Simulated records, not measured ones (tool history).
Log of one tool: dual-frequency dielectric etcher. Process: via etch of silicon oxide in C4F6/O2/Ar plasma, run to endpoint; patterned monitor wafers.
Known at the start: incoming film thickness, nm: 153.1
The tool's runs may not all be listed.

Run 1, day 0.000: bias power (kW) 0.539, source power (kW) 0.400, Ar flow (sccm) 373. Result: endpoint time (s) 28.080.
Run 2, day 0.333: bias power (kW) 0.539, source power (kW) 0.360, Ar flow (sccm) 373. Result: endpoint time (s) 29.010.
Run 3, day 0.483: bias power (kW) 0.539, source power (kW) 0.390, Ar flow (sccm) 373. Result: endpoint time (s) 28.227.
Run 4, day 0.588: bias power (kW) 0.521, source power (kW) 0.390, Ar flow (sccm) 374. Result: endpoint time (s) 28.547.
Run 5, day 0.675: bias power (kW) 0.504, source power (kW) 0.390, Ar flow (sccm) 375. Result: endpoint time (s) 28.723.
Run 6, day 0.983: bias power (kW) 0.490, source power (kW) 0.380, Ar flow (sccm) 377. Result: endpoint time (s) 29.362.
Run 7, day 1.050: bias power (kW) 0.476, source power (kW) 0.380, Ar flow (sccm) 378. Result: endpoint time (s) 29.714.

Forecast run 8:
Run 8, day 1.308: bias power (kW) 0.464, source power (kW) 0.380, Ar flow (sccm) 378. Result: endpoint time (s) ?.

endpoint time (s): 29.960
